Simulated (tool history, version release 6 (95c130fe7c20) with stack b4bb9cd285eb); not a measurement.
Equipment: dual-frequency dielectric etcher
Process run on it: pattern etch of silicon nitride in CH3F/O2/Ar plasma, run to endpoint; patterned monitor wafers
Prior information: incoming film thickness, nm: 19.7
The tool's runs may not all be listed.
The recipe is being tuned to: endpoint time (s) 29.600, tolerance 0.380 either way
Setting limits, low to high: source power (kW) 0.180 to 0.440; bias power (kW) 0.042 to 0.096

Run 1, hour 0.0: source power (kW) 0.310, bias power (kW) 0.069. Result: endpoint time (s) 31.595.
Run 2, hour 1.3: source power (kW) 0.320, bias power (kW) 0.069. Result: endpoint time (s) 31.311.
Run 3, hour 9.2: source power (kW) 0.320, bias power (kW) 0.065. Result: endpoint time (s) 31.881.
Run 4, hour 13.3: source power (kW) 0.320, bias power (kW) 0.058. Result: endpoint time (s) 32.929.
Run 5, hour 17.5: source power (kW) 0.320, bias power (kW) 0.048. Result: endpoint time (s) 34.715.
Run 6, hour 22.3: source power (kW) 0.350, bias power (kW) 0.049. Result: endpoint time (s) 33.586.
Run 7, hour 26.1: source power (kW) 0.370, bias power (kW) 0.051. Result: endpoint time (s) 32.770.
Run 8, hour 26.7: source power (kW) 0.380, bias power (kW) 0.053. Result: endpoint time (s) 31.998.
Run 9, hour 32.6: source power (kW) 0.390, bias power (kW) 0.054. Result: endpoint time (s) 31.361.
Run 10, hour 37.9: source power (kW) 0.400, bias power (kW) 0.054. Result: endpoint time (s) 31.288.
Run 11, hour 39.6: source power (kW) 0.410, bias power (kW) 0.055. Result: endpoint time (s) 30.654.

4 next moves are on the table. One of them brings every result within its allowed miss. Which?
Run A, hour 41.3: source power (kW) 0.360, bias power (kW) 0.057. Result: endpoint time (s) ?.
Run B, hour 41.3: source power (kW) 0.430, bias power (kW) 0.067. Result: endpoint time (s) ?.
Run C, hour 41.3: source power (kW) 0.440, bias power (kW) 0.058. Result: endpoint time (s) ?.
Run D, hour 41.3: source power (kW) 0.440, bias power (kW) 0.066. Result: endpoint time (s) ?.

move  endpoint time (s)
   A             31.830
   B             28.624
   C             29.645
   D             28.536
A: further off than the last run
B: takes the biggest miss from the last run beyond its target
C: every result within its allowed miss
D: takes the biggest miss from the last run beyond its target
The right move is C.
